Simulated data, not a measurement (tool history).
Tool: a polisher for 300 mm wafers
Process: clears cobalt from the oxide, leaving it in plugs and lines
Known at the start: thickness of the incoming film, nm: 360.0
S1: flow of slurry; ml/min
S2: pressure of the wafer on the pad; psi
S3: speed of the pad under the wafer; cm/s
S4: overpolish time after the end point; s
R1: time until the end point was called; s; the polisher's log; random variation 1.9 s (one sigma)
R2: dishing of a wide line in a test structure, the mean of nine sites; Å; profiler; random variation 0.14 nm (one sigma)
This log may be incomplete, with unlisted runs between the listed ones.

run	hour	S1	S2	S3	S4	R1	R2
1	0	205	2.3	98	12	83.112	344.09
2	4.5	205	2.2	94	11	89.535	313.08
3	11.1	210	2.1	90	10	98.174	283.1
4	20	210	2.1	90	14	96.565	347.37
5	26.9	210	2.1	76	14	107.54	323.13
6	27.5	205	2.1	72	13	110.17	306.43
7	29	220	2	70	12	119.34	278
8	36.7	230	2	66	11	122.96	259.89
9	39.6	240	2	64	10	124.91	239.46
10	40.2	250	2	62	9	123.9	213.45
11	42.4	260	2	60	8	124.25	195.6
12	48.4	265	2	58	8	132.55	191.22
13	49.5	270	2	56	8	131.7	193.54
14	50.7	275	2	54	8	132.26	188.15

What does the tool deliver on the next run?
15	51.6	280	2	52	8	?	?

Run 15 came out at R1 140.54 s, R2 184.69 Å.
